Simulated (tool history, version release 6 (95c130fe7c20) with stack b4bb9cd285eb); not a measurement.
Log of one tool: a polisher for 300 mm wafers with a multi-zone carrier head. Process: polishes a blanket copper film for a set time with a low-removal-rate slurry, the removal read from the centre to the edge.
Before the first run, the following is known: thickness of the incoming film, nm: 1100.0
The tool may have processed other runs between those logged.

run	hour	flow of slurry (ml/min)	pressure of the head's centre zone	pressure of the head's middle zone	pressure of the head's edge zone	abrasive content of the slurry	polishing time (s)	film removed at the wafer's centre (angstrom)	film removed at mid-radius (angstrom)	film removed at the wafer's edge (angstrom)
1	0	135	1	1	1	1	77	3476.3	3416.7	3250
2	6.5	135	1	0.94	1	1	77	3421.4	3207.5	3277
3	11.5	135	1	0.87	1	1	77	3464.7	3077.9	3294.8
4	14.4	135	1	0.87	1	0.9	77	3291.3	3000.9	3149.3
5	22	135	1	0.87	0.95	0.9	77	3310.8	3023.5	3076.2
6	29.1	135	0.92	0.87	0.95	0.9	77	3037.8	2997.6	3170
7	31	145	0.91	0.89	0.98	1	77	3199.5	3098.4	3277
8	33.8	145	0.9	0.92	1	1.1	78	3277.1	3372.8	3459.4
9	38.7	150	0.9	0.92	1.03	1.15	78	3378.6	3448.4	3581.5

Predict the results of run 10:
10	46.9	155	0.9	0.92	1.06	1.15	78	?	?	?

Run 10 gave film removed at the wafer's centre (angstrom) 3385.3, film removed at mid-radius (angstrom) 3460.9, film removed at the wafer's edge (angstrom) 3573.9.
